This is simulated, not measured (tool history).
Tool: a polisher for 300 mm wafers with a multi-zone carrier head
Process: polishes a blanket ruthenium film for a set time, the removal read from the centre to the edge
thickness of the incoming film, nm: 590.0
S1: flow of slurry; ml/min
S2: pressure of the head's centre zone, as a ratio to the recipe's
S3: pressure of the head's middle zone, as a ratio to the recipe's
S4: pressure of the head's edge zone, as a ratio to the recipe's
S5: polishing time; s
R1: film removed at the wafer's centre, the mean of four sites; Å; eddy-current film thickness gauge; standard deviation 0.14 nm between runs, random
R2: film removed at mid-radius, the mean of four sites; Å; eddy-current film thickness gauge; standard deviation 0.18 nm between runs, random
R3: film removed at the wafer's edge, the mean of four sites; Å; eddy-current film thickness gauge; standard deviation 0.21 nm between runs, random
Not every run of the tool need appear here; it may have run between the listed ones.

{"run": 1, "day": 0.0, "S1": 245, "S2": 1, "S3": 1, "S4": 1, "S5": 53, "R1": 320.14, "R2": 337.62, "R3": 332.89}
{"run": 2, "day": 0.188, "S1": 240, "S2": 0.99, "S3": 0.98, "S4": 0.98, "S5": 52, "R1": 312, "R2": 324.77, "R3": 323.09}
{"run": 3, "day": 0.538, "S1": 240, "S2": 0.99, "S3": 1.02, "S4": 0.98, "S5": 52, "R1": 312.67, "R2": 337.91, "R3": 326.36}
{"run": 4, "day": 0.85, "S1": 240, "S2": 0.99, "S3": 1.02, "S4": 0.98, "S5": 46, "R1": 276.61, "R2": 298.77, "R3": 285.99}
{"run": 5, "day": 1.104, "S1": 240, "S2": 0.99, "S3": 1.02, "S4": 0.98, "S5": 53, "R1": 317.29, "R2": 342.9, "R3": 330.44}
{"run": 6, "day": 1.4, "S1": 240, "S2": 0.92, "S3": 1.02, "S4": 0.98, "S5": 53, "R1": 293.65, "R2": 339.55, "R3": 329.02}
{"run": 7, "day": 1.45, "S1": 195, "S2": 0.86, "S3": 0.92, "S4": 0.88, "S5": 40, "R1": 199.41, "R2": 230.04, "R3": 233.58}
{"run": 8, "day": 1.667, "S1": 200, "S2": 0.87, "S3": 0.91, "S4": 0.88, "S5": 40, "R1": 204.2, "R2": 229.86, "R3": 235.23}
{"run": 9, "day": 1.779, "S1": 205, "S2": 0.87, "S3": 0.91, "S4": 0.88, "S5": 40, "R1": 204.4, "R2": 231.41, "R3": 228.17}

The next listed run, before its measurement:
{"run": 10, "day": 1.838, "S1": 205, "S2": 0.87, "S3": 0.91, "S4": 0.88, "S5": 40, "R1": "?", "R2": "?", "R3": "?"}

For run 10 the tool returned R1 203.81 Å, R2 226.64 Å, R3 230.59 Å.

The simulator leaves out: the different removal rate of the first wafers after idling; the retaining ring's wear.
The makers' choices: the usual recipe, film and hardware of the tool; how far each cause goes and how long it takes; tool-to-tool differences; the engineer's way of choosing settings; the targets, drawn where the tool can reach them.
